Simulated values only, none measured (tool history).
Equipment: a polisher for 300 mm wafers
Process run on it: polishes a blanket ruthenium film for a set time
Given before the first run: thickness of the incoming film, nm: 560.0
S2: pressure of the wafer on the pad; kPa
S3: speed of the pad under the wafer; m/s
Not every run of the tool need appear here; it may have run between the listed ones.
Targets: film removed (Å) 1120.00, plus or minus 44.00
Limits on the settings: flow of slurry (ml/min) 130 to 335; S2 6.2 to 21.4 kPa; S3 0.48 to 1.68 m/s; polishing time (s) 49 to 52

{"run": 1, "hour": 0.0, "flow of slurry (ml/min)": 215, "S2": 13.8, "S3": 1.08, "polishing time (s)": 49, "film removed (Å)": 651.28}
{"run": 2, "hour": 2.3, "flow of slurry (ml/min)": 245, "S2": 13.8, "S3": 1.08, "polishing time (s)": 49, "film removed (Å)": 655.62}
{"run": 3, "hour": 7.6, "flow of slurry (ml/min)": 245, "S2": 13.8, "S3": 1.28, "polishing time (s)": 49, "film removed (Å)": 768.02}
{"run": 4, "hour": 10.0, "flow of slurry (ml/min)": 245, "S2": 14.5, "S3": 1.28, "polishing time (s)": 49, "film removed (Å)": 800.17}
{"run": 5, "hour": 14.4, "flow of slurry (ml/min)": 245, "S2": 14.5, "S3": 1.06, "polishing time (s)": 49, "film removed (Å)": 689.9}
{"run": 6, "hour": 19.8, "flow of slurry (ml/min)": 245, "S2": 14.5, "S3": 1.06, "polishing time (s)": 52, "film removed (Å)": 706.5}
{"run": 7, "hour": 24.7, "flow of slurry (ml/min)": 245, "S2": 14.5, "S3": 1.06, "polishing time (s)": 52, "film removed (Å)": 713.62}
{"run": 8, "hour": 30.7, "flow of slurry (ml/min)": 245, "S2": 15.2, "S3": 1.06, "polishing time (s)": 52, "film removed (Å)": 749.67}
{"run": 9, "hour": 31.5, "flow of slurry (ml/min)": 245, "S2": 15.9, "S3": 1.06, "polishing time (s)": 52, "film removed (Å)": 784.5}
{"hour": 37.7, "done": "head pressure recalibrated"}
{"run": 10, "hour": 37.7, "flow of slurry (ml/min)": 245, "S2": 16.5, "S3": 1.06, "polishing time (s)": 52, "film removed (Å)": 922.96}
{"run": 11, "hour": 39.9, "flow of slurry (ml/min)": 245, "S2": 17.2, "S3": 1.06, "polishing time (s)": 52, "film removed (Å)": 952.93}
{"run": 12, "hour": 48.3, "flow of slurry (ml/min)": 245, "S2": 17.9, "S3": 1.06, "polishing time (s)": 52, "film removed (Å)": 1001.4}

Pick the move, out of 4, that brings all results within their allowed miss; only one does.
{"run": "A", "hour": 56.7, "flow of slurry (ml/min)": 190, "S2": 18.6, "S3": 1.22, "polishing time (s)": 50, "film removed (Å)": "?"}
{"run": "B", "hour": 56.7, "flow of slurry (ml/min)": 200, "S2": 17.2, "S3": 1.08, "polishing time (s)": 52, "film removed (Å)": "?"}
{"run": "C", "hour": 56.7, "flow of slurry (ml/min)": 265, "S2": 15.2, "S3": 1.12, "polishing time (s)": 49, "film removed (Å)": "?"}
{"run": "D", "hour": 56.7, "flow of slurry (ml/min)": 255, "S2": 15.9, "S3": 1.0, "polishing time (s)": 52, "film removed (Å)": "?"}

move=A film_removed_(Å)=1103.30
move=B film_removed_(Å)=950.06
move=C film_removed_(Å)=839.52
move=D film_removed_(Å)=830.84
A: in spec on every target
B: moves away from the targets compared with the last run
C: moves away from the targets compared with the last run
D: moves away from the targets compared with the last run
A is the move that brings every result within its allowed miss.
